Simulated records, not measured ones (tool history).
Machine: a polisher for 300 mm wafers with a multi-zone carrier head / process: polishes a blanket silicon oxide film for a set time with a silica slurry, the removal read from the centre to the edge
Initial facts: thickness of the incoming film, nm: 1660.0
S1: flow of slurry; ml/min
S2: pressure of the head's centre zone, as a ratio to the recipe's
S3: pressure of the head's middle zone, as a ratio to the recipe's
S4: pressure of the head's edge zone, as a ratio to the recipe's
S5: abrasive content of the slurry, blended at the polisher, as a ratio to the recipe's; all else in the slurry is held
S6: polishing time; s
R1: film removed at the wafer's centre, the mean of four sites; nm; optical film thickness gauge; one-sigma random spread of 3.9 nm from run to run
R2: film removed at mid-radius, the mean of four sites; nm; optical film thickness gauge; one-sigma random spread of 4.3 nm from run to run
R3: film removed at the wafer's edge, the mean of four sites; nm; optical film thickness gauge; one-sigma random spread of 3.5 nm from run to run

run	day	S1	S2	S3	S4	S5	S6	R1	R2	R3
1	0.000	270	1.00	1.00	1.00	1.00	37	171.88	166.19	169.11
2	0.154	275	1.01	1.03	1.00	1.10	38	192.23	189.31	182.18
3	0.229	275	1.01	1.03	1.00	1.00	38	179.51	176.17	171.02
4	0.558	215	1.01	1.03	1.00	1.00	38	174.29	162.63	167.64
5	0.767	230	1.02	1.04	1.01	1.10	39	191.72	178.11	188.79
6	0.938	270	1.02	1.04	1.01	1.10	39	195.10	189.47	187.03
7	1.050	285	1.03	1.05	1.01	1.15	40	215.50	201.17	203.01
8	1.271	300	1.03	1.07	1.00	1.20	40	219.90	210.40	200.39
9	1.321	315	1.03	1.08	1.01	1.25	41	232.51	218.19	211.51
10	1.408	325	1.02	1.10	1.00	1.30	42	235.45	232.53	225.45
11	1.600	340	1.02	1.12	0.99	1.35	42	243.65	246.36	229.20

Run 12 has not been measured yet. What should we expect?
12	1.696	345	1.02	1.13	0.98	1.40	42	?	?	?

{"run 12": {"R1": 247.61, "R2": 246.15, "R3": 231.45}}
